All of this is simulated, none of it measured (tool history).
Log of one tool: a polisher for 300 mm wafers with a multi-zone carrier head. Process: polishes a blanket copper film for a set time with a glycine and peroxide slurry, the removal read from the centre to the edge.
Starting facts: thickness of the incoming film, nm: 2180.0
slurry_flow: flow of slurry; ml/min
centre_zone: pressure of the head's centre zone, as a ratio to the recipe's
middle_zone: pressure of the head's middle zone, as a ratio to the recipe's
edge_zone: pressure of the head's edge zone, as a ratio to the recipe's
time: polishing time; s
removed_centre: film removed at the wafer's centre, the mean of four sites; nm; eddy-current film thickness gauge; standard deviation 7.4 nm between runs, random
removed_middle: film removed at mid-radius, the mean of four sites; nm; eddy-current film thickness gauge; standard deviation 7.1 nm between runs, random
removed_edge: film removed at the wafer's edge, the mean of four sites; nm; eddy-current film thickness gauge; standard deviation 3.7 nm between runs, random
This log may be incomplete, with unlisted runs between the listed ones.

Run 1, hour 0: slurry_flow 265 ml/min, centre_zone 1, middle_zone 1, edge_zone 1, time 70 s. Result: removed_centre 436.58 nm, removed_middle 441.85 nm, removed_edge 425.8 nm.
Run 2, hour 3.2: slurry_flow 275 ml/min, centre_zone 1.04, middle_zone 1.02, edge_zone 1.02, time 71 s. Result: removed_centre 463.01 nm, removed_middle 438.66 nm, removed_edge 439.38 nm.
Run 3, hour 10.8: slurry_flow 310 ml/min, centre_zone 1.04, middle_zone 1.02, edge_zone 1.02, time 71 s. Result: removed_centre 466.62 nm, removed_middle 444.36 nm, removed_edge 440.66 nm.
Run 4, hour 15.5: slurry_flow 310 ml/min, centre_zone 1.04, middle_zone 1.02, edge_zone 1.09, time 71 s. Result: removed_centre 458.76 nm, removed_middle 446.37 nm, removed_edge 456.29 nm.
Run 5, hour 16.2: slurry_flow 310 ml/min, centre_zone 1.04, middle_zone 1.02, edge_zone 1.09, time 60 s. Result: removed_centre 389.88 nm, removed_middle 375.13 nm, removed_edge 391.37 nm.
Run 6, hour 24.3: slurry_flow 310 ml/min, centre_zone 1.04, middle_zone 1.02, edge_zone 1.09, time 72 s. Result: removed_centre 470.15 nm, removed_middle 457.83 nm, removed_edge 468.21 nm.
Run 7, hour 27.4: slurry_flow 345 ml/min, centre_zone 1.14, middle_zone 1.11, edge_zone 1.06, time 74 s. Result: removed_centre 523.33 nm, removed_middle 503.05 nm, removed_edge 473.27 nm.
Run 8, hour 36.3: slurry_flow 345 ml/min, centre_zone 1.15, middle_zone 1.11, edge_zone 1.05, time 74 s. Result: removed_centre 553.84 nm, removed_middle 510.78 nm, removed_edge 474.76 nm.

Run 9, settings as shown, results not yet in. Your forecast:
Run 9, hour 37.2: slurry_flow 345 ml/min, centre_zone 1.16, middle_zone 1.11, edge_zone 1.05, time 74 s. Result: removed_centre ?, removed_middle ?, removed_edge ?.

removed_centre: 540.3 nm
removed_middle: 516.89 nm
removed_edge: 468.25 nm

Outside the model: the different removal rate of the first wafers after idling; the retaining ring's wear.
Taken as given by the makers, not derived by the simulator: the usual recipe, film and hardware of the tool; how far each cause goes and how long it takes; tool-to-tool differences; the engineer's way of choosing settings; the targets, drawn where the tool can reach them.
